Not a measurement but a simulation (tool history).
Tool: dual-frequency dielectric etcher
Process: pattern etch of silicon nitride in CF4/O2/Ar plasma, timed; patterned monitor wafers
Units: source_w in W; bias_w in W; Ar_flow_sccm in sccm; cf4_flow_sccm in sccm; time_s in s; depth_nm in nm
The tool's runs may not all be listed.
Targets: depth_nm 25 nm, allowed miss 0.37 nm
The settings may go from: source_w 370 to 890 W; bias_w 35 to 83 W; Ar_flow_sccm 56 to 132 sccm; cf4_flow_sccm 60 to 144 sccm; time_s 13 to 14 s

run,hour,source_w,bias_w,Ar_flow_sccm,cf4_flow_sccm,time_s,depth_nm
1,0,630,59,94,102,13,32.911
2,5.6,600,59,94,102,13,31.154
3,6.7,600,59,94,102,13,31.257
4,12.5,570,59,94,102,13,29.539
5,16.7,550,59,94,102,13,28.499
6,21,550,54,94,102,13,27.047
7,24.7,540,54,94,102,13,26.466
8,32.3,490,54,94,102,13,23.827
9,36.5,500,54,94,102,13,24.433

Which of these 4 next moves meets every target?
A,40.7,560,52,110,94,13,?
B,40.7,470,59,94,106,13,?
C,40.7,460,54,87,95,14,?
D,40.7,440,62,78,90,14,?

move,depth_nm
A,26.045
B,23.933
C,23.812
D,24.777
A: takes the result that was furthest off past its target
B: further off than the last run
C: further off than the last run
D: meets every target
Move D is the one to make.

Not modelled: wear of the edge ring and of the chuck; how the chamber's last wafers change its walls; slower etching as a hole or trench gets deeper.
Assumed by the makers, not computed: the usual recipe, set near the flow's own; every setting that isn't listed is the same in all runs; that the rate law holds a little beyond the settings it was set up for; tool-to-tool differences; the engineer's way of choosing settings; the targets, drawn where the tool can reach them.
